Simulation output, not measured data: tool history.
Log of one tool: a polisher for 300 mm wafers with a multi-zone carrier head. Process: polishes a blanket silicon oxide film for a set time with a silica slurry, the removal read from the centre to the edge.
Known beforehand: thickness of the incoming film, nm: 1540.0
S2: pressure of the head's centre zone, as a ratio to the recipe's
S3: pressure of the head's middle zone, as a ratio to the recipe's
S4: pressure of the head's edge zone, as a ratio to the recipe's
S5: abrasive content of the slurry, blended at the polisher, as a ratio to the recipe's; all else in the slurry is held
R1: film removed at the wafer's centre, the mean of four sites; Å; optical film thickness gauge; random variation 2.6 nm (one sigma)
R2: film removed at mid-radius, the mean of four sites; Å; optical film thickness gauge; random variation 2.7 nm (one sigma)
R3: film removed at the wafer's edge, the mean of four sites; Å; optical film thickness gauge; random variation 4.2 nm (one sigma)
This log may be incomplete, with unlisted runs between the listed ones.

{"run": 1, "hour": 0.0, "flow of slurry (ml/min)": 170, "S2": 1, "S3": 1, "S4": 1, "S5": 1, "polishing time (s)": 77, "R1": 2089.3, "R2": 2084.5, "R3": 2075.9}
{"run": 2, "hour": 6.0, "flow of slurry (ml/min)": 180, "S2": 1.02, "S3": 1.02, "S4": 1.03, "S5": 1.1, "polishing time (s)": 79, "R1": 2315.4, "R2": 2273.5, "R3": 2281}
{"run": 3, "hour": 7.3, "flow of slurry (ml/min)": 190, "S2": 1.04, "S3": 1.04, "S4": 1.06, "S5": 1.2, "polishing time (s)": 80, "R1": 2494.8, "R2": 2466.7, "R3": 2473.5}
{"run": 4, "hour": 9.7, "flow of slurry (ml/min)": 200, "S2": 1.06, "S3": 1.06, "S4": 1.08, "S5": 1.25, "polishing time (s)": 81, "R1": 2653.9, "R2": 2558.9, "R3": 2602.8}
{"run": 5, "hour": 15.2, "flow of slurry (ml/min)": 205, "S2": 1.07, "S3": 1.08, "S4": 1.09, "S5": 1.3, "polishing time (s)": 82, "R1": 2803.3, "R2": 2700.3, "R3": 2749.4}
{"run": 6, "hour": 24.0, "flow of slurry (ml/min)": 210, "S2": 1.08, "S3": 1.1, "S4": 1.1, "S5": 1.35, "polishing time (s)": 82, "R1": 2793.4, "R2": 2813.1, "R3": 2786.5}

Run 7 is up next; what results do you expect?
{"run": 7, "hour": 24.8, "flow of slurry (ml/min)": 235, "S2": 1.18, "S3": 1.09, "S4": 1.13, "S5": 1.5, "polishing time (s)": 89, "R1": "?", "R2": "?", "R3": "?"}

Run 7 gave R1 3531.8 Å, R2 3206.3 Å, R3 3189.5 Å.
